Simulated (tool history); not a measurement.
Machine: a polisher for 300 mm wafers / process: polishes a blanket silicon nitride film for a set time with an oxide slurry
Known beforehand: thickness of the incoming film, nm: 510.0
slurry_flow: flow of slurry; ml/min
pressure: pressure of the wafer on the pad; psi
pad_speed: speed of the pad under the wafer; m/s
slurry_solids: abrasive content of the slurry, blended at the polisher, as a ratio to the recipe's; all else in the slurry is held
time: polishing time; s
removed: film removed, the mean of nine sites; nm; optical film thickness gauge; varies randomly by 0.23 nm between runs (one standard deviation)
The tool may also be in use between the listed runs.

run 1 hour=0 | slurry_flow=210 pressure=3.8 pad_speed=0.98 slurry_solids=1 time=57 | removed=36.064
run 2 hour=8.3 | slurry_flow=210 pressure=3.4 pad_speed=0.92 slurry_solids=1 time=57 | removed=30.708
run 3 hour=9.4 | slurry_flow=210 pressure=3.4 pad_speed=1.14 slurry_solids=1 time=57 | removed=36.694
run 4 hour=11.7 | slurry_flow=210 pressure=3.4 pad_speed=1.28 slurry_solids=1 time=57 | removed=39.311
run 5 hour=18.8 | slurry_flow=210 pressure=3.1 pad_speed=1.16 slurry_solids=0.95 time=57 | removed=33.678
run 6 hour=26.8 | slurry_flow=210 pressure=3.1 pad_speed=1.16 slurry_solids=1.1 time=57 | removed=35.165

Forecast run 7:
run 7 hour=30.7 | slurry_flow=210 pressure=2.8 pad_speed=1.06 slurry_solids=1.05 time=57 | removed=?

{"run 7": {"removed": 29.266}}
